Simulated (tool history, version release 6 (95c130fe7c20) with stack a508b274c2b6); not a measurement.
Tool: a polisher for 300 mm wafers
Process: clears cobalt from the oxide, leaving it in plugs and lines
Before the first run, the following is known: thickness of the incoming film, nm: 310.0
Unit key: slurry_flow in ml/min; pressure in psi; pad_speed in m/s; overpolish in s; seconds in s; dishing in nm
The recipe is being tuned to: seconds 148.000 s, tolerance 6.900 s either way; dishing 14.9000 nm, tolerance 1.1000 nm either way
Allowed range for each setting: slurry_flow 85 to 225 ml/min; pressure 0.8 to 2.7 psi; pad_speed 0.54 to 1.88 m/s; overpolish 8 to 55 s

run,hour,slurry_flow,pressure,pad_speed,overpolish,seconds,dishing
1,0.0,145,1.7,1.20,28,69.629,72.1500
2,4.1,120,1.7,1.20,28,70.421,72.2620
3,12.5,135,1.6,1.12,25,77.370,63.2210
4,19.1,135,1.6,1.12,17,78.848,48.4290
5,25.4,150,1.5,1.04,16,88.850,42.6640
6,27.8,150,1.3,1.04,16,100.630,36.1990
7,35.3,160,1.2,1.02,15,109.050,33.1980
8,39.6,200,0.8,0.76,8,204.460,10.9650
9,46.9,200,0.9,0.76,8,188.840,12.1600
10,53.9,200,0.9,0.76,8,183.520,11.9780

5 next moves are on the table. One of them brings every result within its allowed miss. Which?
A,60.9,185,0.8,0.62,17,?,?
B,60.9,225,1.0,0.86,8,?,?
C,60.9,175,0.8,0.80,8,?,?
D,60.9,160,0.8,0.68,8,?,?
E,60.9,205,0.8,0.80,8,?,?

move,seconds,dishing
A,251.040,17.6330
B,146.490,14.4370
C,199.640,10.8060
D,235.170,9.2507
E,195.650,11.0150
A: misses by more than the last run did
B: all results land within tolerance of their targets
C: misses by more than the last run did
D: misses by more than the last run did
E: misses by more than the last run did
The move that meets every target is B.
